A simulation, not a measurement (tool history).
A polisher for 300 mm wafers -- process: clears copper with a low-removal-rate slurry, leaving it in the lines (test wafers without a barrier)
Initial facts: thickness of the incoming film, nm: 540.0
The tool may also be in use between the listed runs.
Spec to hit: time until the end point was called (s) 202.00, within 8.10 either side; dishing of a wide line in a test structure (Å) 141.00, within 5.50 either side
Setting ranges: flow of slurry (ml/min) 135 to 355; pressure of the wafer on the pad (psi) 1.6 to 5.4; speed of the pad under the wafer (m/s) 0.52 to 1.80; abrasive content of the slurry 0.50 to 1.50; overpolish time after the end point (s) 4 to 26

| run | day | flow of slurry (ml/min) | pressure of the wafer on the pad (psi) | speed of the pad under the wafer (m/s) | abrasive content of the slurry | overpolish time after the end point (s) | time until the end point was called (s) | dishing of a wide line in a test structure (Å) |
|---|---|---|---|---|---|---|---|---|
| 1 | 0.000 | 225 | 3.5 | 1.16 | 1.00 | 13 | 165.87 | 237.15 |
| 2 | 0.325 | 225 | 3.5 | 1.16 | 1.15 | 13 | 163.29 | 236.30 |
| 3 | 0.488 | 230 | 3.3 | 1.16 | 1.15 | 11 | 169.04 | 207.35 |
| 4 | 0.829 | 235 | 3.1 | 1.16 | 1.15 | 10 | 176.16 | 182.31 |
| 5 | 1.012 | 235 | 2.9 | 1.16 | 1.15 | 10 | 188.86 | 174.22 |
| 6 | 1.179 | 235 | 2.9 | 1.16 | 1.25 | 10 | 182.65 | 173.21 |
| 7 | 1.479 | 235 | 2.8 | 1.16 | 1.25 | 10 | 191.94 | 174.14 |
| 8 | 1.608 | 235 | 2.7 | 1.16 | 1.25 | 9 | 196.62 | 155.51 |

Which of these 5 next moves meets every target?
| A | 1.738 | 255 | 2.5 | 1.16 | 1.45 | 11 | ? | ? |
| B | 1.738 | 260 | 3.0 | 1.00 | 1.15 | 10 | ? | ? |
| C | 1.738 | 215 | 2.8 | 1.10 | 1.15 | 11 | ? | ? |
| D | 1.738 | 220 | 2.4 | 1.40 | 1.30 | 10 | ? | ? |
| E | 1.738 | 245 | 3.0 | 0.94 | 1.50 | 8 | ? | ? |

| move | time until the end point was called (s) | dishing of a wide line in a test structure (Å) |
|---|---|---|
| A | 202.55 | 173.00 |
| B | 199.58 | 164.05 |
| C | 202.30 | 173.85 |
| D | 189.33 | 169.29 |
| E | 198.81 | 138.52 |
A: moves away from the targets compared with the last run
B: moves away from the targets compared with the last run
C: moves away from the targets compared with the last run
D: moves away from the targets compared with the last run
E: all results in spec
The move that meets every target is E.
